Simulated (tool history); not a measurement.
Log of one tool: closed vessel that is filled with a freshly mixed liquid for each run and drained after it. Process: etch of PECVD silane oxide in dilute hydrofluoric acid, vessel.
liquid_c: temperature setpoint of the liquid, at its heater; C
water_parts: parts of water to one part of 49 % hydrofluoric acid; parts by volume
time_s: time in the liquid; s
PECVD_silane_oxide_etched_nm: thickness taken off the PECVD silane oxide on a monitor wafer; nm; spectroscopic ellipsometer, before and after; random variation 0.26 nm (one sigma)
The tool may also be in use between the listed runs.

run	hour	liquid_c	water_parts	time_s	PECVD_silane_oxide_etched_nm
1	0.0	21.0	130	100	34.845
2	2.8	21.0	165	100	26.446
3	6.5	22.0	155	100	29.609
4	8.0	19.5	155	100	26.738
5	14.6	17.0	155	100	24.046
6	18.1	17.0	155	105	25.510
7	25.0	18.5	150	105	27.940

The next listed run, before its measurement:
8	31.0	22.5	100	105	?

{"run 8": {"PECVD_silane_oxide_etched_nm": 52.107}}
